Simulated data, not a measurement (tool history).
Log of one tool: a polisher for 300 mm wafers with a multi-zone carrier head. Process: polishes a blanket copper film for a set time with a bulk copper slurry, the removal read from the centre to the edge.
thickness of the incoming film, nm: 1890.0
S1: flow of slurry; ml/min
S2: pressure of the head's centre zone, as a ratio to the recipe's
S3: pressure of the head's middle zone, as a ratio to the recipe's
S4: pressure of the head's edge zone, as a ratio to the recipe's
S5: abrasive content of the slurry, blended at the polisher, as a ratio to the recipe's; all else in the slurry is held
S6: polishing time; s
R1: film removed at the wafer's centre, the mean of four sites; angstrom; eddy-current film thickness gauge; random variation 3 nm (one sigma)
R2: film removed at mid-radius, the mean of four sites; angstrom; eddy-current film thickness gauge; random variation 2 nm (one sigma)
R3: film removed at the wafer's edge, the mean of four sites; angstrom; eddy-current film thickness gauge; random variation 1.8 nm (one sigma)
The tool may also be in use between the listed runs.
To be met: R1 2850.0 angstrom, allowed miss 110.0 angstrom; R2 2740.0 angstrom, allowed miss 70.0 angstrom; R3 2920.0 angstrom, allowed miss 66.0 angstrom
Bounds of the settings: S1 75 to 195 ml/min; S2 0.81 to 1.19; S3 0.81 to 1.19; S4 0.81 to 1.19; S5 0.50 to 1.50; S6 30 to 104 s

run 1 hour=0.0 | S1=125 S2=1.00 S3=1.00 S4=1.00 S5=1.00 S6=67 | R1=3589.4 R2=3578.2 R3=3535.7
run 2 hour=2.2 | S1=125 S2=1.00 S3=1.00 S4=1.00 S5=0.80 S6=67 | R1=3536.4 R2=3391.3 R3=3400.5
run 3 hour=9.7 | S1=110 S2=1.00 S3=1.00 S4=1.00 S5=0.80 S6=67 | R1=3420.2 R2=3338.9 R3=3328.3
run 4 hour=14.4 | S1=85 S2=1.00 S3=1.00 S4=1.00 S5=0.80 S6=67 | R1=3278.4 R2=3234.4 R3=3223.4
run 5 hour=18.1 | S1=85 S2=1.00 S3=1.03 S4=1.00 S5=0.80 S6=67 | R1=3224.3 R2=3249.0 R3=3261.4
run 6 hour=22.6 | S1=85 S2=0.96 S3=1.03 S4=1.00 S5=0.80 S6=67 | R1=3118.2 R2=3289.1 R3=3239.9
run 7 hour=25.0 | S1=80 S2=0.94 S3=0.99 S4=0.99 S5=0.75 S6=67 | R1=2995.5 R2=3162.4 R3=3130.1
run 8 hour=30.3 | S1=80 S2=0.94 S3=0.95 S4=1.00 S5=0.70 S6=67 | R1=2959.0 R2=2978.2 R3=3147.5
run 9 hour=30.9 | S1=80 S2=0.94 S3=0.93 S4=0.98 S5=0.65 S6=67 | R1=2836.9 R2=2908.8 R3=3055.7
run 10 hour=33.4 | S1=75 S2=1.00 S3=0.86 S4=0.92 S5=0.60 S6=67 | R1=2978.3 R2=2643.9 R3=2857.7

Which of these 4 next moves meets every target?
run A hour=35.9 | S1=85 S2=0.99 S3=0.82 S4=0.85 S5=0.50 S6=70 | R1=? R2=? R3=?
run B hour=35.9 | S1=80 S2=0.86 S3=0.84 S4=1.04 S5=0.60 S6=68 | R1=? R2=? R3=?
run C hour=35.9 | S1=75 S2=0.93 S3=0.87 S4=0.96 S5=0.60 S6=70 | R1=? R2=? R3=?
run D hour=35.9 | S1=80 S2=0.92 S3=0.87 S4=0.86 S5=0.70 S6=67 | R1=? R2=? R3=?

move=A R1=3028.0 R2=2580.5 R3=2803.1
move=B R1=2640.0 R2=2649.1 R3=3108.2
move=C R1=2909.2 R2=2779.6 R3=3057.5
move=D R1=2889.6 R2=2787.4 R3=2904.9
A: further off than the last run
B: further off than the last run
C: brings the result that was furthest off to its target, and leaves another outside
D: meets every target
Move D is the one to make.
